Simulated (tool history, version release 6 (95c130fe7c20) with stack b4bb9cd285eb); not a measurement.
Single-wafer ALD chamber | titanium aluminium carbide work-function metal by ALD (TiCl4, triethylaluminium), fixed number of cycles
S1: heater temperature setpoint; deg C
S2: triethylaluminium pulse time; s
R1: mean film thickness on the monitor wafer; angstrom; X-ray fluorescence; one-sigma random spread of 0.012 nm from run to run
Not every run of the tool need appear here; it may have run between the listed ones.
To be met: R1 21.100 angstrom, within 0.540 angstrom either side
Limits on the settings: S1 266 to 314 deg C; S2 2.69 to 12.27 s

{"run": 1, "hour": 0.0, "S1": 290, "S2": 7.48, "R1": 17.556}
{"run": 2, "hour": 3.5, "S1": 294, "S2": 7.48, "R1": 17.847}
{"run": 3, "hour": 6.2, "S1": 297, "S2": 8.08, "R1": 18.82}
{"run": 4, "hour": 8.5, "S1": 297, "S2": 6.27, "R1": 16.805}
{"run": 5, "hour": 15.7, "S1": 288, "S2": 6.27, "R1": 15.992}
{"run": 6, "hour": 17.7, "S1": 291, "S2": 6.75, "R1": 16.737}
{"run": 7, "hour": 20.6, "S1": 294, "S2": 7.16, "R1": 17.805}
{"run": 8, "hour": 22.1, "S1": 297, "S2": 7.36, "R1": 18.202}
{"run": 9, "hour": 23.2, "S1": 299, "S2": 7.53, "R1": 18.42}
{"run": 10, "hour": 28.5, "S1": 301, "S2": 7.77, "R1": 18.762}
{"run": 11, "hour": 30.5, "S1": 302, "S2": 8.02, "R1": 19.065}
{"run": 12, "hour": 37.5, "S1": 303, "S2": 8.24, "R1": 19.293}
{"run": 13, "hour": 41.7, "S1": 304, "S2": 8.45, "R1": 19.552}
{"run": 14, "hour": 44.1, "S1": 305, "S2": 8.63, "R1": 19.959}
{"run": 15, "hour": 48.0, "S1": 306, "S2": 8.73, "R1": 19.947}

Which single option among these 5 for the next run brings every result within its allowed miss of target? Just one does.
{"run": "A", "hour": 51.9, "S1": 301, "S2": 8.77, "R1": "?"}
{"run": "B", "hour": 51.9, "S1": 310, "S2": 7.55, "R1": "?"}
{"run": "C", "hour": 51.9, "S1": 314, "S2": 10.96, "R1": "?"}
{"run": "D", "hour": 51.9, "S1": 314, "S2": 8.99, "R1": "?"}
{"run": "E", "hour": 51.9, "S1": 295, "S2": 8.79, "R1": "?"}

move=A R1=19.613
move=B R1=19.484
move=C R1=21.940
move=D R1=21.004
move=E R1=19.055
A: its largest miss is bigger than the last run's
B: its largest miss is bigger than the last run's
C: carries the result that was furthest off beyond its target, to the other side
D: each result inside its tolerance
E: its largest miss is bigger than the last run's
So the answer is move D, the one that meets all the targets.

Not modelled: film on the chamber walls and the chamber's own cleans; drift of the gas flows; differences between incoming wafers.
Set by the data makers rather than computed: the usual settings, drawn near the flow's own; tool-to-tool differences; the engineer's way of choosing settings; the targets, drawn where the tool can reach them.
